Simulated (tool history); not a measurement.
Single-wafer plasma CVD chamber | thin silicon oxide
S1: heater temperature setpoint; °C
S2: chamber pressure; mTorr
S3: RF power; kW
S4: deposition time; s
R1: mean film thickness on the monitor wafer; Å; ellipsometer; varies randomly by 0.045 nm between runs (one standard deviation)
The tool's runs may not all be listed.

run,hour,S1,S2,S3,S4,R1
1,0.0,395,743,0.240,6.87,95.812
2,0.5,395,743,0.240,6.87,95.899
3,4.7,395,743,0.225,6.87,93.519
4,11.3,395,732,0.225,6.87,93.416
5,15.6,395,720,0.225,6.87,91.644
6,19.5,391,720,0.225,6.87,91.559
7,24.6,391,710,0.225,6.87,91.822
8,27.1,392,701,0.225,6.87,89.711
9,27.8,392,634,0.225,6.87,86.049

Estimate the outcome of run 10 from the log above:
# hour 32.8: RF generator calibrated
10,32.8,392,628,0.225,6.87,?

R1: 87.186 Å

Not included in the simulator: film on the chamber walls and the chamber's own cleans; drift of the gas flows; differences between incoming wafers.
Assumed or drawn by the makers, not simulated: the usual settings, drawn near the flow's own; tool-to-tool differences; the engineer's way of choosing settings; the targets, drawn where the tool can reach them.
